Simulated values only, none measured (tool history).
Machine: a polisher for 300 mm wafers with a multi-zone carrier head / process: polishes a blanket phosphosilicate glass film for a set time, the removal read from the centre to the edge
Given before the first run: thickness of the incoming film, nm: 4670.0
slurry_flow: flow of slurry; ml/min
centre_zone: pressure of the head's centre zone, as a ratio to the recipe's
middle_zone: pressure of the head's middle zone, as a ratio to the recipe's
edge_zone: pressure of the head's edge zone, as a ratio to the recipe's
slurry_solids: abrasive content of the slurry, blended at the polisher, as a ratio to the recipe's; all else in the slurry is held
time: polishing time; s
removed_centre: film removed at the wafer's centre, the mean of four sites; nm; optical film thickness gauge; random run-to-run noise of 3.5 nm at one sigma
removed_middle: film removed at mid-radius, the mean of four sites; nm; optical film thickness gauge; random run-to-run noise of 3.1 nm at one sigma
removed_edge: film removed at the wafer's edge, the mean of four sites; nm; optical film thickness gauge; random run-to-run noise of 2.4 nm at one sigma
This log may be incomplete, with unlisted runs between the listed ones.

{"run": 1, "hour": 0.0, "slurry_flow": 245, "centre_zone": 1, "middle_zone": 1, "edge_zone": 1, "slurry_solids": 1, "time": 37, "removed_centre": 312.19, "removed_middle": 309.3, "removed_edge": 323.99}
{"run": 2, "hour": 6.9, "slurry_flow": 245, "centre_zone": 1, "middle_zone": 1, "edge_zone": 0.98, "slurry_solids": 0.9, "time": 36, "removed_centre": 291.76, "removed_middle": 284.65, "removed_edge": 297.58}
{"run": 3, "hour": 10.6, "slurry_flow": 290, "centre_zone": 1, "middle_zone": 1, "edge_zone": 0.98, "slurry_solids": 0.9, "time": 36, "removed_centre": 298.51, "removed_middle": 288.63, "removed_edge": 300.65}
{"run": 4, "hour": 13.1, "slurry_flow": 290, "centre_zone": 1.07, "middle_zone": 1, "edge_zone": 0.98, "slurry_solids": 0.9, "time": 36, "removed_centre": 312.89, "removed_middle": 288.01, "removed_edge": 301.77}
{"run": 5, "hour": 20.8, "slurry_flow": 290, "centre_zone": 1.07, "middle_zone": 1, "edge_zone": 0.98, "slurry_solids": 1, "time": 36, "removed_centre": 345.52, "removed_middle": 316.05, "removed_edge": 314.32}
{"run": 6, "hour": 26.1, "slurry_flow": 290, "centre_zone": 1.07, "middle_zone": 1, "edge_zone": 0.98, "slurry_solids": 1, "time": 42, "removed_centre": 400.65, "removed_middle": 359.01, "removed_edge": 364.79}
{"run": 7, "hour": 30.5, "slurry_flow": 295, "centre_zone": 1.07, "middle_zone": 1.02, "edge_zone": 0.96, "slurry_solids": 0.9, "time": 40, "removed_centre": 359.28, "removed_middle": 329.26, "removed_edge": 329.76}
{"run": 8, "hour": 34.2, "slurry_flow": 300, "centre_zone": 1.06, "middle_zone": 1.03, "edge_zone": 0.94, "slurry_solids": 0.8, "time": 38, "removed_centre": 314.15, "removed_middle": 294.18, "removed_edge": 286.55}

For run 9, what comes out?
{"run": 9, "hour": 36.4, "slurry_flow": 300, "centre_zone": 1.04, "middle_zone": 1.02, "edge_zone": 0.92, "slurry_solids": 0.75, "time": 38, "removed_centre": "?", "removed_middle": "?", "removed_edge": "?"}

Run 9 gave removed_centre 299.3 nm, removed_middle 283.1 nm, removed_edge 280.16 nm.
